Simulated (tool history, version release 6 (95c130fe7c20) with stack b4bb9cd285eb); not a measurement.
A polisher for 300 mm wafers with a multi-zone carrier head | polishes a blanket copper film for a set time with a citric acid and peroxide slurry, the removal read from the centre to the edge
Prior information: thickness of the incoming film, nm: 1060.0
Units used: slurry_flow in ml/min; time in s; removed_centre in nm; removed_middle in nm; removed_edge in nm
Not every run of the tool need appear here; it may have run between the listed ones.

run	day	slurry_flow	centre_zone	middle_zone	edge_zone	slurry_solids	time	removed_centre	removed_middle	removed_edge
1	0	180	1	1	1	1	76	250.64	243.44	250.4
2	0.129	180	1	1	0.98	0.95	75	241.82	238.03	245.21
3	0.362	180	1.01	1.01	0.96	0.9	73	238.62	230.24	234.69
4	0.446	205	1.01	1.01	0.96	0.9	73	243.63	237.33	238.79
5	0.571	205	1.01	1.01	0.99	0.9	73	239.73	235.42	243.65
6	0.742	195	1.01	1.01	0.96	0.85	72	233.27	225.47	231.14

For run 7, what comes out?
7	1.008	185	1.01	1.02	0.94	0.8	72	?	?	?

Run 7 came out at removed_centre 229.28 nm, removed_middle 226.22 nm, removed_edge 224.33 nm.
